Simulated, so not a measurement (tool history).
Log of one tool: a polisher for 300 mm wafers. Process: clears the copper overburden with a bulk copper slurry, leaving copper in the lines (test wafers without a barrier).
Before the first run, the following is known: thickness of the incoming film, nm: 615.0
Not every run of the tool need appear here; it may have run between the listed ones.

run  hour  flow of slurry (ml/min)  pressure of the wafer on the pad (psi)  speed of the pad under the wafer (cm/s)  abrasive content of the slurry  overpolish time after the end point (s)  time until the end point was called (s)  dishing of a wide line in a test structure (angstrom)
  1     0                      145                                     1.8                                       84                               1                                       22                                   166.35                                                 413.44
  2     4                      145                                     1.8                                       84                            0.85                                       22                                   174.91                                                 421.14
  3  12.2                      145                                     1.8                                       96                            0.85                                       22                                   152.66                                                 446.34
  4  16.6                      110                                     1.8                                       96                            0.85                                       22                                   159.68                                                 433.24
  5  17.4                      110                                     1.8                                       78                            0.85                                       22                                   193.23                                                 366.04
  6  24.1                      140                                     1.8                                       78                            0.85                                       22                                    186.4                                                 392.95
  7  31.1                      130                                     1.8                                       78                            0.95                                       20                                   185.09                                                 372.22
  8  33.1                       90                                     1.3                                      102                             1.2                                       10                                    198.6                                                 205.24

Run 9 comes next. What will it give?
  9  36.5                       90                                     1.3                                      106                            1.25                                       10                                        ?                                                      ?

Run 9 measured time until the end point was called (s) 185.94, dishing of a wide line in a test structure (angstrom) 206.62.
